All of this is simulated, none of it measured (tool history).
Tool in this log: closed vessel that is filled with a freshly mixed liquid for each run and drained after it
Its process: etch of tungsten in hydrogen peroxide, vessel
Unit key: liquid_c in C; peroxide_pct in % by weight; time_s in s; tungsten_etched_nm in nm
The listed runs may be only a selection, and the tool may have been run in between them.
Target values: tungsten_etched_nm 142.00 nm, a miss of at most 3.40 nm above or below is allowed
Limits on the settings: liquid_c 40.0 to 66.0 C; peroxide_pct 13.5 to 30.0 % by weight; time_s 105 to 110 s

| run | hour | liquid_c | peroxide_pct | time_s | tungsten_etched_nm |
|---|---|---|---|---|---|
| 1 | 0.0 | 56.0 | 25.5 | 105 | 300.71 |
| 2 | 1.0 | 52.5 | 25.5 | 105 | 245.05 |
| 3 | 2.4 | 52.5 | 28.0 | 105 | 255.11 |
| 4 | 5.5 | 59.0 | 28.0 | 105 | 374.43 |
| 5 | 11.4 | 62.5 | 28.0 | 105 | 457.56 |
|  | 17.1 | new drum of peroxide connected |
| 6 | 17.1 | 59.0 | 28.0 | 105 | 385.01 |
| 7 | 18.1 | 56.0 | 28.0 | 105 | 326.10 |
| 8 | 20.8 | 53.5 | 28.0 | 105 | 278.56 |
| 9 | 29.3 | 51.5 | 28.0 | 105 | 246.68 |
| 10 | 36.1 | 50.0 | 28.0 | 105 | 223.27 |
| 11 | 40.0 | 42.0 | 28.0 | 105 | 135.66 |

Which single option among these 4 for the next run brings every result within its allowed miss of target? Just one does.
| A | 43.9 | 42.0 | 29.5 | 110 | ? |
| B | 43.9 | 42.0 | 27.0 | 110 | ? |
| C | 43.9 | 42.0 | 30.0 | 110 | ? |
| D | 43.9 | 41.0 | 29.0 | 105 | ? |

| move | tungsten_etched_nm |
|---|---|
| A | 146.77 |
| B | 140.42 |
| C | 148.01 |
| D | 130.24 |
A: pushes the last run's worst result past its target
B: every result lands within tolerance
C: pushes the last run's worst result past its target
D: its largest miss is bigger than the last run's
Move B is the one to make.
